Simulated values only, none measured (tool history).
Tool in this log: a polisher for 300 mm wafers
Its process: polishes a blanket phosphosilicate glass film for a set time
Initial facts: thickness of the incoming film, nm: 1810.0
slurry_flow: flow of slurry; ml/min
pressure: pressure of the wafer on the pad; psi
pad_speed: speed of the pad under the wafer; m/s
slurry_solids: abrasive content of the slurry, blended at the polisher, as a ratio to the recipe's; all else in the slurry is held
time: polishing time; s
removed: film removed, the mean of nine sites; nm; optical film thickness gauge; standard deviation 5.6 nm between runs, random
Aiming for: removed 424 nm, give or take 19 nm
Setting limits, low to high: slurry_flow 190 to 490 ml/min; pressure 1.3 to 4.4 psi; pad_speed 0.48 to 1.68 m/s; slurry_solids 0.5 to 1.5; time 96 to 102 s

Run 1, day 0: slurry_flow 315 ml/min, pressure 2.8 psi, pad_speed 1.08 m/s, slurry_solids 1, time 96 s. Result: removed 829.92 nm.
Run 2, day 0.329: slurry_flow 315 ml/min, pressure 2.6 psi, pad_speed 1.06 m/s, slurry_solids 1, time 96 s. Result: removed 763.91 nm.
Run 3, day 0.654: slurry_flow 315 ml/min, pressure 2.6 psi, pad_speed 1.18 m/s, slurry_solids 1, time 96 s. Result: removed 816.11 nm.
Run 4, day 0.754: slurry_flow 315 ml/min, pressure 2.6 psi, pad_speed 1.08 m/s, slurry_solids 1, time 96 s. Result: removed 764.35 nm.
Run 5, day 1.096: slurry_flow 315 ml/min, pressure 2.4 psi, pad_speed 1.06 m/s, slurry_solids 1, time 96 s. Result: removed 703.01 nm.
Run 6, day 1.408: slurry_flow 315 ml/min, pressure 2.4 psi, pad_speed 1.06 m/s, slurry_solids 1, time 102 s. Result: removed 740.15 nm.
Run 7, day 1.467: slurry_flow 315 ml/min, pressure 2.3 psi, pad_speed 1.04 m/s, slurry_solids 1, time 102 s. Result: removed 716.01 nm.
Run 8, day 1.525: slurry_flow 315 ml/min, pressure 2.2 psi, pad_speed 1.02 m/s, slurry_solids 1, time 102 s. Result: removed 676.47 nm.
Run 9, day 1.554: slurry_flow 315 ml/min, pressure 2.1 psi, pad_speed 1 m/s, slurry_solids 1, time 102 s. Result: removed 652.47 nm.
Run 10, day 1.792: slurry_flow 315 ml/min, pressure 2 psi, pad_speed 0.98 m/s, slurry_solids 1, time 102 s. Result: removed 600.87 nm.
Run 11, day 2.158: slurry_flow 315 ml/min, pressure 2 psi, pad_speed 0.98 m/s, slurry_solids 1, time 102 s. Result: removed 591.03 nm.
Run 12, day 2.425: slurry_flow 315 ml/min, pressure 1.9 psi, pad_speed 0.98 m/s, slurry_solids 1, time 102 s. Result: removed 558.75 nm.
Run 13, day 2.633: slurry_flow 315 ml/min, pressure 1.8 psi, pad_speed 0.98 m/s, slurry_solids 1, time 102 s. Result: removed 537.46 nm.
Run 14, day 2.904: slurry_flow 315 ml/min, pressure 1.7 psi, pad_speed 0.98 m/s, slurry_solids 1, time 102 s. Result: removed 513.94 nm.
Run 15, day 2.988: slurry_flow 315 ml/min, pressure 1.5 psi, pad_speed 0.98 m/s, slurry_solids 1, time 102 s. Result: removed 463.19 nm.

Exercise: of the 4 proposed moves below, exactly one satisfies all targets within the stated allowed misses. Which move is it?
Run A, day 3.071: slurry_flow 255 ml/min, pressure 1.3 psi, pad_speed 0.96 m/s, slurry_solids 1, time 96 s. Result: removed ?.
Run B, day 3.071: slurry_flow 345 ml/min, pressure 2 psi, pad_speed 0.64 m/s, slurry_solids 1, time 100 s. Result: removed ?.
Run C, day 3.071: slurry_flow 325 ml/min, pressure 1.8 psi, pad_speed 1 m/s, slurry_solids 1, time 98 s. Result: removed ?.
Run D, day 3.071: slurry_flow 280 ml/min, pressure 1.4 psi, pad_speed 0.96 m/s, slurry_solids 0.75, time 100 s. Result: removed ?.

move  removed
   A   374.23
   B   427.12
   C   540.53
   D   372.66
A: moves the result that the last run missed by most past its target, out the other side
B: in spec on every target
C: further off than the last run
D: moves the result that the last run missed by most past its target, out the other side
Go with B: it meets all targets.

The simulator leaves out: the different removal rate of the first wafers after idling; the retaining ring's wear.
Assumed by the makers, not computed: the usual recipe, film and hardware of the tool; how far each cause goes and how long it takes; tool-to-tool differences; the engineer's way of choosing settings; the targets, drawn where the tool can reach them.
